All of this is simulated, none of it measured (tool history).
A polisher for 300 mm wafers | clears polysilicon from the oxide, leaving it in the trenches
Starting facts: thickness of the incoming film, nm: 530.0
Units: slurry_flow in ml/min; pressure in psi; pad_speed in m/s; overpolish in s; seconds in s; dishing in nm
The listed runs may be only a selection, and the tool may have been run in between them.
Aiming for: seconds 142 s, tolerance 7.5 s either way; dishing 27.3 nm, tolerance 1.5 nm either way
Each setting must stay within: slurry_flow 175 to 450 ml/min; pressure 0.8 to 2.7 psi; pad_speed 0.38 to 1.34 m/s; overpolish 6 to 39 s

{"run": 1, "hour": 0.0, "slurry_flow": 290, "pressure": 1.7, "pad_speed": 0.86, "overpolish": 20, "seconds": 95.117, "dishing": 32.183}
{"run": 2, "hour": 7.6, "slurry_flow": 290, "pressure": 1.7, "pad_speed": 0.78, "overpolish": 20, "seconds": 104.92, "dishing": 31.051}
{"run": 3, "hour": 11.6, "slurry_flow": 290, "pressure": 1.7, "pad_speed": 0.78, "overpolish": 15, "seconds": 105.56, "dishing": 30.525}
{"run": 4, "hour": 17.9, "slurry_flow": 290, "pressure": 1.7, "pad_speed": 0.62, "overpolish": 15, "seconds": 131.41, "dishing": 27.481}
{"run": 5, "hour": 19.2, "slurry_flow": 290, "pressure": 1.7, "pad_speed": 0.62, "overpolish": 22, "seconds": 131.89, "dishing": 30.398}
{"run": 6, "hour": 23.4, "slurry_flow": 290, "pressure": 1.7, "pad_speed": 0.62, "overpolish": 19, "seconds": 132.76, "dishing": 30.591}
{"run": 7, "hour": 30.5, "slurry_flow": 290, "pressure": 1.7, "pad_speed": 0.62, "overpolish": 16, "seconds": 132.06, "dishing": 29.562}
{"run": 8, "hour": 35.3, "slurry_flow": 290, "pressure": 1.7, "pad_speed": 0.62, "overpolish": 13, "seconds": 130.94, "dishing": 26.678}
{"run": 9, "hour": 37.6, "slurry_flow": 290, "pressure": 1.7, "pad_speed": 0.62, "overpolish": 14, "seconds": 130.6, "dishing": 27.535}

Which of these 4 next moves meets every target?
{"run": "A", "hour": 39.9, "slurry_flow": 255, "pressure": 1.2, "pad_speed": 0.82, "overpolish": 14, "seconds": "?", "dishing": "?"}
{"run": "B", "hour": 39.9, "slurry_flow": 290, "pressure": 1.4, "pad_speed": 0.62, "overpolish": 16, "seconds": "?", "dishing": "?"}
{"run": "C", "hour": 39.9, "slurry_flow": 285, "pressure": 1.4, "pad_speed": 0.6, "overpolish": 18, "seconds": "?", "dishing": "?"}
{"run": "D", "hour": 39.9, "slurry_flow": 240, "pressure": 1.9, "pad_speed": 0.6, "overpolish": 14, "seconds": "?", "dishing": "?"}

move=A seconds=143.46 dishing=26.947
move=B seconds=160.94 dishing=27.147
move=C seconds=166.37 dishing=28.03
move=D seconds=127.65 dishing=28.166
A: each result inside its tolerance
B: carries the result that was furthest off beyond its target, to the other side
C: carries the result that was furthest off beyond its target, to the other side
D: lands further from the targets than the last run did
Go with A: it meets all targets.

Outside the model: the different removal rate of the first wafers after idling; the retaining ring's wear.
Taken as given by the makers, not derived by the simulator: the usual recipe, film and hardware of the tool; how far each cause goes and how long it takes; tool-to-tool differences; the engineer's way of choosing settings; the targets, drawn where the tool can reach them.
